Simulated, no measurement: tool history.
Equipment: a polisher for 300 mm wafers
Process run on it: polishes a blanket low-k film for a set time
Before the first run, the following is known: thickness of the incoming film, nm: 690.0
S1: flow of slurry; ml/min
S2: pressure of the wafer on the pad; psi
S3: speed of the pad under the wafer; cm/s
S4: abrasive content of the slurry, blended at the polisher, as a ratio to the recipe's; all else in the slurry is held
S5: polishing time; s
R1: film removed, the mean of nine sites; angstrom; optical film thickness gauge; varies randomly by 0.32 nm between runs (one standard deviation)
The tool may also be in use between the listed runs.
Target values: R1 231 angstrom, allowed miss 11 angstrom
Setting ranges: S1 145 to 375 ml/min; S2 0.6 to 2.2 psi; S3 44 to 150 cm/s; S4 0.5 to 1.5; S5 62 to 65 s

| run | hour | S1 | S2 | S3 | S4 | S5 | R1 |
|---|---|---|---|---|---|---|---|
| 1 | 0 | 240 | 1.4 | 96 | 1 | 62 | 147.15 |
| 2 | 8.5 | 240 | 1.6 | 98 | 1 | 62 | 165.58 |
| 3 | 9.9 | 240 | 1.7 | 100 | 1 | 62 | 176.45 |
| 4 | 12.7 | 240 | 1.8 | 102 | 1 | 62 | 192.49 |
| 5 | 17.8 | 190 | 1.8 | 102 | 1 | 62 | 184.96 |
| 6 | 21.4 | 190 | 1.8 | 92 | 1 | 62 | 173.81 |
| 7 | 28.1 | 190 | 1.9 | 94 | 1 | 62 | 185.63 |
| 8 | 34.6 | 190 | 2 | 96 | 1 | 62 | 201.14 |
| 9 | 36.6 | 190 | 2.1 | 96 | 1 | 62 | 207.93 |
| 10 | 42 | 190 | 2.1 | 98 | 1 | 62 | 202.22 |

4 next moves are on the table. One of them brings every result within its allowed miss. Which?
| A | 47.4 | 205 | 2.2 | 100 | 0.95 | 65 | ? |
| B | 47.4 | 200 | 2 | 98 | 1.1 | 62 | ? |
| C | 47.4 | 205 | 2.2 | 66 | 1.4 | 64 | ? |
| D | 47.4 | 205 | 2.1 | 96 | 0.95 | 62 | ? |

| move | R1 |
|---|---|
| A | 227.17 |
| B | 207.26 |
| C | 207.63 |
| D | 202.76 |
A: hits every target within its allowed miss
B: better than the last run, though not everything is in spec
C: better than the last run, though not everything is in spec
D: as far off as the last run
A meets every target.

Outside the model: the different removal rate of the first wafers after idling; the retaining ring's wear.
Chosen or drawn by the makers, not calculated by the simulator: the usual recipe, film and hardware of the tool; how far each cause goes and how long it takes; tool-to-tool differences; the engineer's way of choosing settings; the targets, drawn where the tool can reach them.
